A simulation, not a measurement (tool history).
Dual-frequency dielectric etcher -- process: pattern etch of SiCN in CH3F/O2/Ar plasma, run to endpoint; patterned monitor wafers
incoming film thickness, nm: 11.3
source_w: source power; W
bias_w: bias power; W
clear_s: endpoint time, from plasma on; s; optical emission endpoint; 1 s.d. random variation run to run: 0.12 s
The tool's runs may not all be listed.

{"run": 1, "hour": 0.0, "source_w": 450, "bias_w": 60, "clear_s": 32.037}
{"run": 2, "hour": 3.1, "source_w": 390, "bias_w": 59, "clear_s": 34.249}
{"run": 3, "hour": 11.8, "source_w": 360, "bias_w": 59, "clear_s": 35.144}
{"run": 4, "hour": 13.6, "source_w": 310, "bias_w": 59, "clear_s": 37.209}
{"run": 5, "hour": 14.9, "source_w": 370, "bias_w": 59, "clear_s": 34.594}
{"run": 6, "hour": 22.8, "source_w": 400, "bias_w": 59, "clear_s": 33.886}
{"run": 7, "hour": 28.9, "source_w": 370, "bias_w": 59, "clear_s": 34.861}

Run 8 comes next. What will it give?
{"run": 8, "hour": 36.7, "source_w": 350, "bias_w": 59, "clear_s": "?"}

Run 8 measured clear_s 35.499 s.
